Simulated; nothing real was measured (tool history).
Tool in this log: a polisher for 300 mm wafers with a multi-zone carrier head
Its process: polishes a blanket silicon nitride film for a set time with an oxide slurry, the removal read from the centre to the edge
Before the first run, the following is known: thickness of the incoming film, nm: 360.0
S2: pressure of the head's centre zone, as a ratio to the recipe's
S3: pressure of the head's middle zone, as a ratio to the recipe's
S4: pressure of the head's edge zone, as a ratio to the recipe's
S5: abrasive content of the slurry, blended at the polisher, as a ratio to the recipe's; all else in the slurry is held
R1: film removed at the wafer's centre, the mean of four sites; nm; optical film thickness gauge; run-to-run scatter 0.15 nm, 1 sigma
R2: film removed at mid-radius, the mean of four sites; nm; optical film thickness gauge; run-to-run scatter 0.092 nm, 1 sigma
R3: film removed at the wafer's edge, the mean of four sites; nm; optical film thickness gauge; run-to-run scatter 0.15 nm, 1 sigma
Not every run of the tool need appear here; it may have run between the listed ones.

Run 1, hour 0: flow of slurry (ml/min) 205, S2 1, S3 1, S4 1, S5 1, polishing time (s) 33. Result: R1 15.189 nm, R2 15.037 nm, R3 15.441 nm.
Run 2, hour 3.9: flow of slurry (ml/min) 205, S2 1, S3 1, S4 1.05, S5 1, polishing time (s) 33. Result: R1 15.385 nm, R2 15.009 nm, R3 15.828 nm.
Run 3, hour 5.5: flow of slurry (ml/min) 200, S2 0.99, S3 0.98, S4 1.04, S5 0.95, polishing time (s) 33. Result: R1 14.389 nm, R2 14.306 nm, R3 15.387 nm.
Run 4, hour 14.1: flow of slurry (ml/min) 200, S2 1, S3 0.96, S4 1.03, S5 0.9, polishing time (s) 33. Result: R1 14.077 nm, R2 13.648 nm, R3 15.148 nm.
Run 5, hour 16.7: flow of slurry (ml/min) 200, S2 1.01, S3 0.95, S4 1.01, S5 0.85, polishing time (s) 33. Result: R1 13.897 nm, R2 13.134 nm, R3 14.119 nm.
Run 6, hour 20.6: flow of slurry (ml/min) 170, S2 1.01, S3 0.95, S4 1.01, S5 0.85, polishing time (s) 33. Result: R1 13.321 nm, R2 12.564 nm, R3 13.826 nm.
Run 7, hour 26.9: flow of slurry (ml/min) 165, S2 1.01, S3 0.94, S4 1, S5 0.85, polishing time (s) 33. Result: R1 13.121 nm, R2 12.727 nm, R3 13.547 nm.
Run 8, hour 35.2: flow of slurry (ml/min) 170, S2 1, S3 0.84, S4 1.05, S5 0.6, polishing time (s) 33. Result: R1 10.428 nm, R2 9.0393 nm, R3 11.24 nm.

What does the tool deliver on the next run?
Run 9, hour 40.5: flow of slurry (ml/min) 180, S2 1, S3 0.85, S4 1.05, S5 0.6, polishing time (s) 33. Result: R1 ?, R2 ?, R3 ?.

Run 9 measured R1 10.517 nm, R2 9.1841 nm, R3 11.026 nm.

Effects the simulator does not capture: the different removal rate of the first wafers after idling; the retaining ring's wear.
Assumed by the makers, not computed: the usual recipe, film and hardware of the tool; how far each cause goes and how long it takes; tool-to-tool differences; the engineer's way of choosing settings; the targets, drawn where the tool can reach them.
